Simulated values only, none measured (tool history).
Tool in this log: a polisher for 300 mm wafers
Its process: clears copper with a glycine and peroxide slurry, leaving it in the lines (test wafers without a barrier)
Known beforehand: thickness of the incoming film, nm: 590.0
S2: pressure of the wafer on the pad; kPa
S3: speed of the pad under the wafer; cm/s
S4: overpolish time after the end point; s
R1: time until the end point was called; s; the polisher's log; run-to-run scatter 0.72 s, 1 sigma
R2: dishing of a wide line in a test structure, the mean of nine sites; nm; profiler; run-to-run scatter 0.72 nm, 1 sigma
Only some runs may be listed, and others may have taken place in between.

Run 1, day 0: flow of slurry (ml/min) 155, S2 22.8 kPa, S3 128 cm/s, S4 16 s. Result: R1 66.896 s, R2 69.718 nm.
Run 2, day 0.142: flow of slurry (ml/min) 155, S2 22.8 kPa, S3 128 cm/s, S4 13 s. Result: R1 66.965 s, R2 60.425 nm.
Run 3, day 0.188: flow of slurry (ml/min) 155, S2 22.8 kPa, S3 128 cm/s, S4 18 s. Result: R1 64.438 s, R2 76.997 nm.
Run 4, day 0.329: flow of slurry (ml/min) 155, S2 22.8 kPa, S3 146 cm/s, S4 18 s. Result: R1 57.07 s, R2 81.644 nm.
Run 5, day 0.375: flow of slurry (ml/min) 155, S2 22.8 kPa, S3 146 cm/s, S4 22 s. Result: R1 57.596 s, R2 97.158 nm.
Run 6, day 0.725: flow of slurry (ml/min) 155, S2 26.9 kPa, S3 146 cm/s, S4 22 s. Result: R1 51.894 s, R2 107.05 nm.

Run 7 is up next; what results do you expect?
Run 7, day 0.992: flow of slurry (ml/min) 165, S2 26.9 kPa, S3 158 cm/s, S4 17 s. Result: R1 ?, R2 ?.

{"run 7": {"R1": 46.718, "R2": 94.703}}

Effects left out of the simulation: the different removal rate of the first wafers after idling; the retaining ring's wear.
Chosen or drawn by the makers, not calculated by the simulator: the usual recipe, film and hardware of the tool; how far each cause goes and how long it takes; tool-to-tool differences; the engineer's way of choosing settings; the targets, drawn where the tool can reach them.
